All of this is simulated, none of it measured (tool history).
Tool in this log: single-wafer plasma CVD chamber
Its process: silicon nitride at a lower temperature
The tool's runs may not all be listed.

run	hour	heater temperature setpoint (deg C)	chamber pressure (Torr)	RF power (kW)	deposition time (s)	mean film thickness on the monitor wafer (angstrom)
1	0.0	360	1.61	0.395	29.8	425.01
2	7.9	360	1.53	0.370	29.5	397.54
3	9.8	360	1.45	0.355	29.3	380.79
4	12.4	360	1.38	0.340	29.2	362.68
5	17.9	360	1.32	0.335	29.1	354.41
6	18.9	360	1.32	0.335	28.4	343.84
7	27.1	360	1.28	0.335	28.4	341.26
8	33.2	360	1.25	0.335	28.4	341.37
9	41.5	360	1.25	0.335	28.4	339.65

Run 10 is up next; what results do you expect?
10	49.7	360	1.22	0.335	28.4	?

{"run 10": {"mean film thickness on the monitor wafer (angstrom)": 339.46}}
